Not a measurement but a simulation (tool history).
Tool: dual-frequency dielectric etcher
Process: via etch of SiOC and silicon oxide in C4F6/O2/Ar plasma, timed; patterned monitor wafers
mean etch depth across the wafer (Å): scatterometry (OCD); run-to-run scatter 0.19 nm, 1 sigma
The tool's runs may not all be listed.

run	hour	source power (W)	bias power (W)	etch time (s)	mean etch depth across the wafer (Å)
1	0	380	147	61.5	610.28
2	4.1	340	144	61.5	582.01
3	8.1	320	144	61.5	565.56
4	11.5	320	161	61.5	588.31
5	16.3	320	177	61.5	606.45
6	23.8	320	151	61.5	572.92

Predict the results of run 7:
7	32.6	300	150	61.5	?

{"run 7": {"mean etch depth across the wafer (Å)": 557.8}}
